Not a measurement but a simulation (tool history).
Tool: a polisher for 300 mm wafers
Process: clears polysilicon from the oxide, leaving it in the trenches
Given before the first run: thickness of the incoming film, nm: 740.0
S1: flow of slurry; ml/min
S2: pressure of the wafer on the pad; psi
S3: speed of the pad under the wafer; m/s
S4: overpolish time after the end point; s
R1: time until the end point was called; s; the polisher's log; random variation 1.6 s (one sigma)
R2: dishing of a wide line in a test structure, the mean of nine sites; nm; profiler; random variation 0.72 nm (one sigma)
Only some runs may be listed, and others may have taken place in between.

| run | hour | S1 | S2 | S3 | S4 | R1 | R2 |
|---|---|---|---|---|---|---|---|
| 1 | 0.0 | 285 | 2.7 | 1.28 | 18 | 44.649 | 50.193 |
| 2 | 5.1 | 285 | 2.7 | 1.08 | 18 | 51.566 | 51.573 |
| 3 | 8.4 | 260 | 2.4 | 1.04 | 15 | 59.457 | 49.469 |
| 4 | 9.6 | 260 | 3.0 | 1.04 | 15 | 48.236 | 54.005 |
| 5 | 17.6 | 300 | 2.6 | 0.98 | 13 | 58.091 | 48.761 |
| 6 | 19.3 | 300 | 2.6 | 1.24 | 13 | 47.806 | 53.189 |
| 7 | 25.3 | 330 | 2.3 | 1.12 | 18 | 56.710 | 52.062 |
| 8 | 31.1 | 295 | 2.1 | 1.06 | 15 | 65.372 | 49.566 |
| 9 | 36.3 | 215 | 1.4 | 0.90 | 6 | 109.740 | 26.161 |
| 10 | 44.1 | 230 | 1.4 | 0.90 | 7 | 108.660 | 29.328 |
| 11 | 47.6 | 235 | 1.4 | 0.90 | 7 | 108.930 | 29.592 |

Run 12 has not been measured yet. What should we expect?
| 12 | 49.1 | 240 | 1.4 | 0.90 | 7 | ? | ? |

R1: 106.370 s
R2: 29.011 nm
